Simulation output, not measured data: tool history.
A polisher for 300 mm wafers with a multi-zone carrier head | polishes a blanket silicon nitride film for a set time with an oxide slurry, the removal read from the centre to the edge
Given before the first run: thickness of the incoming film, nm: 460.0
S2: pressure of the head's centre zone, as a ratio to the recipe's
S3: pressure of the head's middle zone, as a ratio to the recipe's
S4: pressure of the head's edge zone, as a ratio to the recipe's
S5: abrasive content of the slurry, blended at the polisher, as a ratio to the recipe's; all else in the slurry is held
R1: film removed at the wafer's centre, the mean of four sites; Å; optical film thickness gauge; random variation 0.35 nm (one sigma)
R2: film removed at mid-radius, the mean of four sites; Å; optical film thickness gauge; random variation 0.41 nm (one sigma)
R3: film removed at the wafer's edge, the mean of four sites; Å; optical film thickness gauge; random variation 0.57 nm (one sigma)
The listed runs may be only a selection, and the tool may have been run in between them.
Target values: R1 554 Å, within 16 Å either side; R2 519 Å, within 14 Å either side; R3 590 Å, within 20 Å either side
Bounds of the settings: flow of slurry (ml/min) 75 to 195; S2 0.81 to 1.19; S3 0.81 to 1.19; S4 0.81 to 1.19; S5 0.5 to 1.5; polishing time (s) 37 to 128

run 1 day=0 | flow_of_slurry_(ml/min)=125 S2=1 S3=1 S4=1 S5=1 polishing_time_(s)=82 | R1=305.39 R2=298.93 R3=305.95
run 2 day=0.25 | flow_of_slurry_(ml/min)=130 S2=1 S3=0.99 S4=1.04 S5=1.15 polishing_time_(s)=88 | R1=349.18 R2=334.96 R3=356.94
run 3 day=0.471 | flow_of_slurry_(ml/min)=130 S2=1 S3=0.99 S4=1.04 S5=0.95 polishing_time_(s)=88 | R1=320.36 R2=311.19 R3=326.45
run 4 day=0.779 | flow_of_slurry_(ml/min)=130 S2=1.07 S3=0.99 S4=1.04 S5=0.95 polishing_time_(s)=88 | R1=343.49 R2=309.75 R3=327.2
run 5 day=1.117 | flow_of_slurry_(ml/min)=135 S2=1.06 S3=1 S4=1.07 S5=1.1 polishing_time_(s)=94 | R1=389.75 R2=356.14 R3=373
run 6 day=1.308 | flow_of_slurry_(ml/min)=135 S2=1.04 S3=0.99 S4=1.09 S5=1.2 polishing_time_(s)=100 | R1=426.11 R2=389.72 R3=430.67
run 7 day=1.65 | flow_of_slurry_(ml/min)=140 S2=1.04 S3=1 S4=1.11 S5=1.3 polishing_time_(s)=103 | R1=449.71 R2=422.79 R3=455.79
run 8 day=1.896 | flow_of_slurry_(ml/min)=140 S2=1.04 S3=0.99 S4=1.12 S5=1.35 polishing_time_(s)=106 | R1=467.61 R2=435.53 R3=473.31
run 9 day=2.038 | flow_of_slurry_(ml/min)=140 S2=1.04 S3=0.98 S4=1.14 S5=1.4 polishing_time_(s)=109 | R1=490.46 R2=446.67 R3=500.22
run 10 day=2.2 | flow_of_slurry_(ml/min)=145 S2=1.03 S3=0.98 S4=1.15 S5=1.45 polishing_time_(s)=111 | R1=507.76 R2=463.76 R3=519.79
run 11 day=2.558 | flow_of_slurry_(ml/min)=145 S2=1.02 S3=0.98 S4=1.16 S5=1.45 polishing_time_(s)=113 | R1=507.86 R2=474.12 R3=528.45
run 12 day=2.925 | flow_of_slurry_(ml/min)=180 S2=0.99 S3=0.95 S4=1.19 S5=1.5 polishing_time_(s)=117 | R1=537.45 R2=504.46 R3=582.26

Of the 5 settings listed for the next run, only one would bring every result within its allowed miss of target. Which one?
run A day=3.292 | flow_of_slurry_(ml/min)=185 S2=0.97 S3=0.98 S4=1.08 S5=1.5 polishing_time_(s)=116 | R1=? R2=? R3=?
run B day=3.292 | flow_of_slurry_(ml/min)=180 S2=1 S3=0.96 S4=1.19 S5=1.5 polishing_time_(s)=120 | R1=? R2=? R3=?
run C day=3.292 | flow_of_slurry_(ml/min)=195 S2=1.03 S3=0.92 S4=1.14 S5=1.5 polishing_time_(s)=114 | R1=? R2=? R3=?
run D day=3.292 | flow_of_slurry_(ml/min)=150 S2=1.06 S3=1.03 S4=1.16 S5=1.45 polishing_time_(s)=118 | R1=? R2=? R3=?
run E day=3.292 | flow_of_slurry_(ml/min)=185 S2=1.01 S3=0.86 S4=1.19 S5=1.45 polishing_time_(s)=121 | R1=? R2=? R3=?

move=A R1=524.24 R2=516.96 R3=539.89
move=B R1=556.89 R2=523.55 R3=585.64
move=C R1=551.28 R2=484.95 R3=548.5
move=D R1=557.8 R2=526.09 R3=550.68
move=E R1=562.06 R2=477.53 R3=585.54
A: puts the biggest miss on target and leaves a different result outside tolerance
B: hits every target within its allowed miss
C: its largest miss is bigger than the last run's
D: puts the biggest miss on target and leaves a different result outside tolerance
E: its largest miss is bigger than the last run's
So the answer is move B, the one that meets all the targets.

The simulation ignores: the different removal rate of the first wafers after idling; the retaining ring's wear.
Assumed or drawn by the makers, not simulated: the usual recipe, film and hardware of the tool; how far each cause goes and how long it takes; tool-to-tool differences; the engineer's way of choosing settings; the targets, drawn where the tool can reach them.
